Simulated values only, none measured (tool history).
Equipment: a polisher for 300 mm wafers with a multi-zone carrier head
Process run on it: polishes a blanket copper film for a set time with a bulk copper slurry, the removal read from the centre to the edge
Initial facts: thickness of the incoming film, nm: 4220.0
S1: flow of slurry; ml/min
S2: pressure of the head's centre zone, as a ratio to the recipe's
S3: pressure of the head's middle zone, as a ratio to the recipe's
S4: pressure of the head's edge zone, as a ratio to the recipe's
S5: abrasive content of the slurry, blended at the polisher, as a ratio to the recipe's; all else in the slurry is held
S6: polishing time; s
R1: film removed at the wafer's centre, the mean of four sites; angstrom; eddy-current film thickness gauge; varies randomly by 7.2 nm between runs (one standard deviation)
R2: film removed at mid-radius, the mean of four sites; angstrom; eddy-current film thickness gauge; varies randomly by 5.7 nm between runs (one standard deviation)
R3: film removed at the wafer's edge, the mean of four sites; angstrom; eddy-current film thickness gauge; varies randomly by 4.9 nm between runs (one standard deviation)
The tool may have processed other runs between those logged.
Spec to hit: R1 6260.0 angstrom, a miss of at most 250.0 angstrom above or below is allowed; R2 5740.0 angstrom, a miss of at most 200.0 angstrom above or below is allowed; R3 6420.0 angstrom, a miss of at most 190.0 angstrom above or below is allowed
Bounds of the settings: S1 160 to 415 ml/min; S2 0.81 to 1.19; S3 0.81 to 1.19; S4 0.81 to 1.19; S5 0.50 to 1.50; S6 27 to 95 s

{"run": 1, "hour": 0.0, "S1": 265, "S2": 1.0, "S3": 1.0, "S4": 1.0, "S5": 1.0, "S6": 61, "R1": 7081.0, "R2": 6854.7, "R3": 6976.7}
{"run": 2, "hour": 8.6, "S1": 295, "S2": 1.0, "S3": 1.0, "S4": 1.0, "S5": 1.0, "S6": 61, "R1": 7101.0, "R2": 7083.5, "R3": 7089.1}
{"run": 3, "hour": 17.3, "S1": 250, "S2": 1.0, "S3": 1.0, "S4": 1.0, "S5": 1.0, "S6": 61, "R1": 6997.6, "R2": 6817.6, "R3": 6965.1}
{"run": 4, "hour": 25.7, "S1": 250, "S2": 1.0, "S3": 1.0, "S4": 1.0, "S5": 1.0, "S6": 74, "R1": 8428.1, "R2": 8536.6, "R3": 8522.8}
{"run": 5, "hour": 29.7, "S1": 240, "S2": 0.99, "S3": 0.97, "S4": 0.98, "S5": 0.9, "S6": 73, "R1": 8011.6, "R2": 7803.0, "R3": 8183.8}
{"run": 6, "hour": 31.6, "S1": 240, "S2": 0.95, "S3": 0.97, "S4": 0.98, "S5": 0.9, "S6": 73, "R1": 7712.3, "R2": 7979.9, "R3": 8142.9}
{"run": 7, "hour": 33.8, "S1": 235, "S2": 0.95, "S3": 0.95, "S4": 0.96, "S5": 0.8, "S6": 72, "R1": 7371.1, "R2": 7453.7, "R3": 7610.9}
{"run": 8, "hour": 37.1, "S1": 225, "S2": 0.94, "S3": 0.92, "S4": 0.95, "S5": 0.75, "S6": 72, "R1": 7255.0, "R2": 7272.7, "R3": 7610.6}
{"run": 9, "hour": 44.4, "S1": 220, "S2": 0.94, "S3": 0.9, "S4": 0.94, "S5": 0.7, "S6": 71, "R1": 6948.8, "R2": 6745.0, "R3": 7279.0}
{"run": 10, "hour": 49.3, "S1": 215, "S2": 0.94, "S3": 0.89, "S4": 0.92, "S5": 0.65, "S6": 71, "R1": 7059.5, "R2": 6521.1, "R3": 7114.0}
{"run": 11, "hour": 52.3, "S1": 210, "S2": 0.93, "S3": 0.88, "S4": 0.91, "S5": 0.6, "S6": 71, "R1": 6707.1, "R2": 6392.7, "R3": 6947.6}
{"run": 12, "hour": 59.5, "S1": 205, "S2": 0.93, "S3": 0.87, "S4": 0.9, "S5": 0.6, "S6": 71, "R1": 6622.4, "R2": 6355.8, "R3": 6953.6}
{"run": 13, "hour": 65.4, "S1": 205, "S2": 0.93, "S3": 0.87, "S4": 0.9, "S5": 0.6, "S6": 71, "R1": 6657.1, "R2": 6257.4, "R3": 6947.7}
{"run": 14, "hour": 68.0, "S1": 205, "S2": 0.93, "S3": 0.87, "S4": 0.89, "S5": 0.6, "S6": 71, "R1": 6797.7, "R2": 6412.2, "R3": 6945.2}
{"run": 15, "hour": 73.0, "S1": 205, "S2": 0.93, "S3": 0.86, "S4": 0.89, "S5": 0.6, "S6": 71, "R1": 6608.3, "R2": 6315.8, "R3": 6946.6}
{"run": 16, "hour": 73.8, "S1": 205, "S2": 0.93, "S3": 0.85, "S4": 0.88, "S5": 0.6, "S6": 71, "R1": 6549.3, "R2": 6226.4, "R3": 6945.0}
{"run": 17, "hour": 78.9, "S1": 205, "S2": 0.93, "S3": 0.85, "S4": 0.87, "S5": 0.6, "S6": 71, "R1": 6701.0, "R2": 6105.7, "R3": 6895.5}
{"run": 18, "hour": 79.9, "S1": 195, "S2": 0.89, "S3": 0.84, "S4": 0.81, "S5": 0.5, "S6": 69, "R1": 5967.0, "R2": 5713.6, "R3": 6329.0}
{"hour": 83.2, "done": "worn pad replaced by a new one"}
{"run": 19, "hour": 83.2, "S1": 215, "S2": 0.93, "S3": 0.84, "S4": 0.83, "S5": 0.5, "S6": 69, "R1": 6971.0, "R2": 6408.6, "R3": 6991.5}
{"run": 20, "hour": 85.2, "S1": 205, "S2": 0.93, "S3": 0.84, "S4": 0.83, "S5": 0.5, "S6": 69, "R1": 6940.5, "R2": 6257.9, "R3": 6952.5}

Which one of the following 4 next-run settings gets every result inside its allowed miss? There is exactly one.
{"run": "A", "hour": 87.2, "S1": 205, "S2": 1.01, "S3": 0.85, "S4": 0.94, "S5": 0.55, "S6": 66, "R1": "?", "R2": "?", "R3": "?"}
{"run": "B", "hour": 87.2, "S1": 200, "S2": 0.96, "S3": 0.86, "S4": 0.92, "S5": 0.6, "S6": 60, "R1": "?", "R2": "?", "R3": "?"}
{"run": "C", "hour": 87.2, "S1": 195, "S2": 0.86, "S3": 0.83, "S4": 0.86, "S5": 0.55, "S6": 68, "R1": "?", "R2": "?", "R3": "?"}
{"run": "D", "hour": 87.2, "S1": 210, "S2": 0.99, "S3": 0.82, "S4": 0.81, "S5": 0.65, "S6": 60, "R1": "?", "R2": "?", "R3": "?"}

move=A R1=7198.1 R2=6224.8 R3=7077.5
move=B R1=6324.5 R2=5787.7 R3=6479.9
move=C R1=6351.0 R2=6244.4 R3=7065.2
move=D R1=6659.6 R2=5695.3 R3=6385.7
A: its largest miss is bigger than the last run's
B: hits every target within its allowed miss
C: its largest miss is bigger than the last run's
D: gets the furthest-off result to its target, but another result is out of tolerance
So the answer is move B, the one that meets all the targets.
